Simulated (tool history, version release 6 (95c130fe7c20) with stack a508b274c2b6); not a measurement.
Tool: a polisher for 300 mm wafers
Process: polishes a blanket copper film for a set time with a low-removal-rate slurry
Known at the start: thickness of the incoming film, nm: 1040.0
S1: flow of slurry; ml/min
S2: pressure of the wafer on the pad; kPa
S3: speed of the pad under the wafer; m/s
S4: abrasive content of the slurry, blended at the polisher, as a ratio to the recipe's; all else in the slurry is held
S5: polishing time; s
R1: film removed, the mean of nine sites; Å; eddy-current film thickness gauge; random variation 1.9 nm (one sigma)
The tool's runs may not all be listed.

{"run": 1, "hour": 0.0, "S1": 210, "S2": 17.9, "S3": 1.02, "S4": 1, "S5": 125, "R1": 2670.9}
{"run": 2, "hour": 3.8, "S1": 210, "S2": 22.1, "S3": 1.02, "S4": 1, "S5": 125, "R1": 3285.6}
{"run": 3, "hour": 5.9, "S1": 210, "S2": 22.1, "S3": 1.02, "S4": 0.8, "S5": 125, "R1": 3036.7}
{"run": 4, "hour": 13.0, "S1": 210, "S2": 20, "S3": 1.02, "S4": 0.8, "S5": 125, "R1": 2820.9}
{"run": 5, "hour": 14.6, "S1": 210, "S2": 22.1, "S3": 1.02, "S4": 0.8, "S5": 125, "R1": 3066.1}
{"run": 6, "hour": 16.7, "S1": 210, "S2": 22.1, "S3": 1.24, "S4": 0.8, "S5": 125, "R1": 3552.5}
{"run": 7, "hour": 25.1, "S1": 210, "S2": 18.6, "S3": 1.22, "S4": 0.8, "S5": 125, "R1": 2974.3}

The next listed run, before its measurement:
{"run": 8, "hour": 31.1, "S1": 210, "S2": 16.5, "S3": 1.22, "S4": 0.8, "S5": 125, "R1": "?"}

R1: 2620 Å
